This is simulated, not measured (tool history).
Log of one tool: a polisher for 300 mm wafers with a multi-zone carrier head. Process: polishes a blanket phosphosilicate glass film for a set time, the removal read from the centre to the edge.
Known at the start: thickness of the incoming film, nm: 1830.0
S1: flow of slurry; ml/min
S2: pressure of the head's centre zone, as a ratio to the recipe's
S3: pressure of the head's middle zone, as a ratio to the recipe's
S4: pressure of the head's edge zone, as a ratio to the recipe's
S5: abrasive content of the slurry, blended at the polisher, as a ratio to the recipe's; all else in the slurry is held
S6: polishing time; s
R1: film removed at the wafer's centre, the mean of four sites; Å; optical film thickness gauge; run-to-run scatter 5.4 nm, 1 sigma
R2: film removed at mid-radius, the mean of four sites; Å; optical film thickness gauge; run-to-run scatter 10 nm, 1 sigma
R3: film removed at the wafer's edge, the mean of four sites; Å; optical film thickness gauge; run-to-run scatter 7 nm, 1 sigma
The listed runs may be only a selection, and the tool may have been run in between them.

run 1 hour=0 | S1=185 S2=1 S3=1 S4=1 S5=1 S6=69 | R1=5665 R2=6544.1 R3=6412.5
run 2 hour=6.6 | S1=185 S2=1.08 S3=1 S4=1 S5=1 S6=69 | R1=6208.4 R2=6551.8 R3=6427.3
run 3 hour=13.9 | S1=190 S2=1.07 S3=0.97 S4=1.05 S5=1.1 S6=69 | R1=6371.8 R2=6746.5 R3=6806.8
run 4 hour=19.4 | S1=175 S2=1.07 S3=0.97 S4=1.05 S5=1.1 S6=69 | R1=6259.5 R2=6572 R3=6806.4
run 5 hour=25.3 | S1=170 S2=1.07 S3=0.95 S4=1.08 S5=1.2 S6=70 | R1=6589.8 R2=6808.4 R3=7209.5
run 6 hour=30.3 | S1=175 S2=1.06 S3=0.92 S4=1.11 S5=1.25 S6=70 | R1=6715.5 R2=6928.8 R3=7397.5
run 7 hour=32 | S1=160 S2=1.05 S3=0.89 S4=1.13 S5=1.3 S6=71 | R1=6645.8 R2=6701.8 R3=7691.9

Run 8 is up next; what results do you expect?
run 8 hour=37.3 | S1=210 S2=1.03 S3=0.86 S4=1.19 S5=1.45 S6=71 | R1=? R2=? R3=?

R1: 7050.3 Å
R2: 7131 Å
R3: 8363.3 Å
